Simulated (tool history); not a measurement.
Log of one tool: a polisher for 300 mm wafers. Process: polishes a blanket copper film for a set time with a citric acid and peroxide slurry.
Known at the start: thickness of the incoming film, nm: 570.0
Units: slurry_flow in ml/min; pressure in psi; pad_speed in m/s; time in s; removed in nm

{"run": 1, "day": 0.0, "slurry_flow": 140, "pressure": 3.2, "pad_speed": 1.1, "slurry_solids": 1, "time": 48, "removed": 135.16}
{"run": 2, "day": 0.062, "slurry_flow": 140, "pressure": 3.8, "pad_speed": 1.1, "slurry_solids": 1, "time": 48, "removed": 163.04}
{"run": 3, "day": 0.379, "slurry_flow": 140, "pressure": 3.8, "pad_speed": 1.1, "slurry_solids": 1.15, "time": 48, "removed": 171.06}
{"run": 4, "day": 0.508, "slurry_flow": 140, "pressure": 3.3, "pad_speed": 1.1, "slurry_solids": 1.15, "time": 48, "removed": 143.2}
{"run": 5, "day": 0.629, "slurry_flow": 140, "pressure": 3.2, "pad_speed": 1.1, "slurry_solids": 1.15, "time": 48, "removed": 142.8}
{"run": 6, "day": 0.962, "slurry_flow": 140, "pressure": 3, "pad_speed": 1.1, "slurry_solids": 1.15, "time": 48, "removed": 129.79}
{"run": 7, "day": 1.146, "slurry_flow": 140, "pressure": 2.9, "pad_speed": 1.1, "slurry_solids": 1.15, "time": 48, "removed": 126.58}
{"run": 8, "day": 1.412, "slurry_flow": 140, "pressure": 2.8, "pad_speed": 1.1, "slurry_solids": 1.15, "time": 48, "removed": 121.98}

The next listed run, before its measurement:
{"run": 9, "day": 1.538, "slurry_flow": 140, "pressure": 2.7, "pad_speed": 1.1, "slurry_solids": 1.15, "time": 48, "removed": "?"}

removed: 119.35 nm
